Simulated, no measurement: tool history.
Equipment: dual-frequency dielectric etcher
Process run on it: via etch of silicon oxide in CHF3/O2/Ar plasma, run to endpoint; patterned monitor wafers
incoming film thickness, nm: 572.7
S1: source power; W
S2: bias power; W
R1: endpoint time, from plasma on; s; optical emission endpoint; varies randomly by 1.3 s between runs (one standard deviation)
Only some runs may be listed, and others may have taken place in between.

{"run": 1, "hour": 0.0, "S1": 580, "S2": 178, "R1": 273.24}
{"run": 2, "hour": 5.5, "S1": 580, "S2": 194, "R1": 263.71}
{"run": 3, "hour": 7.7, "S1": 580, "S2": 175, "R1": 275.22}
{"run": 4, "hour": 16.0, "S1": 580, "S2": 186, "R1": 269.03}
{"run": 5, "hour": 21.2, "S1": 610, "S2": 189, "R1": 257.43}
{"run": 6, "hour": 28.9, "S1": 620, "S2": 190, "R1": 257.64}

The next listed run, before its measurement:
{"hour": 30.8, "done": "wet clean of the chamber"}
{"run": 7, "hour": 30.8, "S1": 640, "S2": 191, "R1": "?"}

Logged for run 7: R1 260.36 s.
